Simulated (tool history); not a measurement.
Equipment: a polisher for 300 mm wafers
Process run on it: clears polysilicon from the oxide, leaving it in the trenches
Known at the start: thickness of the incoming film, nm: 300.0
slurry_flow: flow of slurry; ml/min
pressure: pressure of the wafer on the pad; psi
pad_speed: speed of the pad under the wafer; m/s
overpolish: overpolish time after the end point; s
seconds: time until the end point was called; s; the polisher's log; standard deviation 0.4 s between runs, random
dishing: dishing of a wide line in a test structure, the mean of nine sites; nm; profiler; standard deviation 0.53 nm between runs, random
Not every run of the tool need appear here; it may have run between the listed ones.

| run | hour | slurry_flow | pressure | pad_speed | overpolish | seconds | dishing |
|---|---|---|---|---|---|---|---|
| 1 | 0.0 | 175 | 1.8 | 1.18 | 16 | 23.691 | 42.701 |
| 2 | 1.1 | 140 | 1.8 | 1.18 | 16 | 23.547 | 42.489 |
| 3 | 9.3 | 140 | 1.8 | 1.18 | 12 | 24.267 | 41.930 |
| 4 | 18.0 | 140 | 1.6 | 1.18 | 15 | 27.421 | 42.450 |
| 5 | 19.5 | 140 | 2.0 | 1.18 | 15 | 22.037 | 43.282 |
| 6 | 26.9 | 135 | 1.8 | 1.16 | 17 | 24.147 | 43.508 |

Predict the results of run 7:
| 7 | 28.7 | 135 | 1.6 | 1.16 | 18 | ? | ? |

Run 7 produced seconds 27.868 s, dishing 42.930 nm.
